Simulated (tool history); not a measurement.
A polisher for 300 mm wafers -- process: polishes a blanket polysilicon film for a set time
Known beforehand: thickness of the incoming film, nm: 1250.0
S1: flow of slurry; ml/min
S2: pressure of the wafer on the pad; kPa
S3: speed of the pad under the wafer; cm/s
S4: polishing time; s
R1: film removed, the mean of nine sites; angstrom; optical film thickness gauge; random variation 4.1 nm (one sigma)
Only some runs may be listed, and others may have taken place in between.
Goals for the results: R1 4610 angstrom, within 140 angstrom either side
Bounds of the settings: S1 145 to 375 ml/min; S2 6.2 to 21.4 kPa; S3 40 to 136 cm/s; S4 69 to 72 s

| run | hour | S1 | S2 | S3 | S4 | R1 |
|---|---|---|---|---|---|---|
| 1 | 0 | 240 | 13.8 | 88 | 69 | 3000.1 |
| 2 | 1.1 | 240 | 14.5 | 88 | 69 | 3176.1 |
| 3 | 4.5 | 240 | 15.2 | 88 | 69 | 3292.1 |
| 4 | 11.3 | 240 | 15.2 | 96 | 69 | 3515 |
| 5 | 12.4 | 285 | 15.2 | 96 | 69 | 3676.4 |
| 6 | 15.6 | 290 | 15.9 | 96 | 69 | 3775.2 |
| 7 | 20.2 | 290 | 16.5 | 96 | 69 | 3919.3 |
| 8 | 21.6 | 290 | 17.2 | 96 | 69 | 4071.9 |
| 9 | 25.5 | 290 | 17.2 | 96 | 69 | 4099.3 |
| 10 | 26.5 | 295 | 18.6 | 96 | 69 | 4393.1 |
| 11 | 28.9 | 295 | 18.6 | 96 | 69 | 4429.1 |

Of the 4 settings listed for the next run, only one would bring every result within its allowed miss of target. Which one?
| A | 31.3 | 275 | 21.4 | 76 | 72 | ? |
| B | 31.3 | 315 | 20 | 86 | 70 | ? |
| C | 31.3 | 375 | 17.2 | 94 | 72 | ? |
| D | 31.3 | 300 | 16.5 | 108 | 71 | ? |

| move | R1 |
|---|---|
| A | 4172.9 |
| B | 4339.4 |
| C | 4268.6 |
| D | 4545.2 |
A: further off than the last run
B: further off than the last run
C: further off than the last run
D: hits every target within its allowed miss
D is the move that brings every result within its allowed miss.

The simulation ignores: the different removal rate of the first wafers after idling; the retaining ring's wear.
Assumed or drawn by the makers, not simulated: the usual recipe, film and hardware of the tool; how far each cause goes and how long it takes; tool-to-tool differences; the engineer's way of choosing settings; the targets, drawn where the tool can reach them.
